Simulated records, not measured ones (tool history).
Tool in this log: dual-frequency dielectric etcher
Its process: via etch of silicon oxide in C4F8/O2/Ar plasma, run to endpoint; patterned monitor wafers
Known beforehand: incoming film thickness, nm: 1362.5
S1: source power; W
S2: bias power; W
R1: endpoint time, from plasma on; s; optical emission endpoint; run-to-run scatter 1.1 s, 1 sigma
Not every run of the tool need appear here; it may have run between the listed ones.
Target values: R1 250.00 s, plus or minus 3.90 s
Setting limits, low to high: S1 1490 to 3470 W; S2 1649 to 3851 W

Run 1, hour 0.0: S1 2480 W, S2 2750 W. Result: R1 226.04 s.
Run 2, hour 4.4: S1 2640 W, S2 2750 W. Result: R1 220.32 s.
Run 3, hour 8.2: S1 2220 W, S2 2750 W. Result: R1 235.06 s.
Run 4, hour 11.9: S1 2170 W, S2 2742 W. Result: R1 237.26 s.
Run 5, hour 15.6: S1 2170 W, S2 3072 W. Result: R1 224.57 s.
Run 6, hour 16.6: S1 2170 W, S2 2796 W. Result: R1 236.37 s.
Run 7, hour 25.0: S1 2130 W, S2 2792 W. Result: R1 236.21 s.
Run 8, hour 32.7: S1 2090 W, S2 2786 W. Result: R1 237.68 s.

Of the 4 settings listed for the next run, only one would bring every result within its allowed miss of target. Which one?
Run A, hour 40.4: S1 2150 W, S2 2825 W. Result: R1 ?.
Run B, hour 40.4: S1 2710 W, S2 2745 W. Result: R1 ?.
Run C, hour 40.4: S1 2050 W, S2 3187 W. Result: R1 ?.
Run D, hour 40.4: S1 1780 W, S2 2831 W. Result: R1 ?.

move      R1
   A  234.71
   B  219.14
   C  227.88
   D  249.67
A: moves away from the targets compared with the last run
B: moves away from the targets compared with the last run
C: moves away from the targets compared with the last run
D: every result lands within tolerance
Move D is the one to make.

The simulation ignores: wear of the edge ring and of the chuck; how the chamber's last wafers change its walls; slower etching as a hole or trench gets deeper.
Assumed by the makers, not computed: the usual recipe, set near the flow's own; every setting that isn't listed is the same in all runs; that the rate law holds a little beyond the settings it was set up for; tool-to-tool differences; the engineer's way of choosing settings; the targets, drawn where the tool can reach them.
